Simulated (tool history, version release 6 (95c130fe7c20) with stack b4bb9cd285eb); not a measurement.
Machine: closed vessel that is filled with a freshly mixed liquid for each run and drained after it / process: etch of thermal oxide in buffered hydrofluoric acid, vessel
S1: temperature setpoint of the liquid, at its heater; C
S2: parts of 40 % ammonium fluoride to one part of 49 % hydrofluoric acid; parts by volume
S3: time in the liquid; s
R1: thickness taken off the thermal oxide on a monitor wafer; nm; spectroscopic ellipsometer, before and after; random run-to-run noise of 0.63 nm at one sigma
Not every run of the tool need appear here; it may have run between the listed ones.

run 1 hour=0 | S1=20 S2=20.5 S3=105 | R1=41.14
run 2 hour=5 | S1=20 S2=20.5 S3=110 | R1=43.709
run 3 hour=10 | S1=22 S2=17 S3=110 | R1=58.587
run 4 hour=18.5 | S1=22 S2=14.5 S3=110 | R1=67.885
run 5 hour=23 | S1=22 S2=14.5 S3=110 | R1=67.532
run 6 hour=25.1 | S1=20 S2=14.5 S3=110 | R1=60.9
run 7 hour=29.9 | S1=22 S2=13 S3=110 | R1=74.974
run 8 hour=35.4 | S1=23.5 S2=12 S3=110 | R1=89.217
run 9 hour=38.8 | S1=24.5 S2=12 S3=110 | R1=93.958
run 10 hour=44.6 | S1=24.5 S2=12 S3=110 | R1=94.21
-- hour=45.5 thermometer replaced
run 11 hour=45.5 | S1=25.5 S2=11.5 S3=110 | R1=111.95
run 12 hour=47.9 | S1=26 S2=11.5 S3=110 | R1=115.57

Estimate the outcome of run 13 from the log above:
run 13 hour=50 | S1=26.5 S2=11.5 S3=110 | R1=?

{"run 13": {"R1": 120.18}}
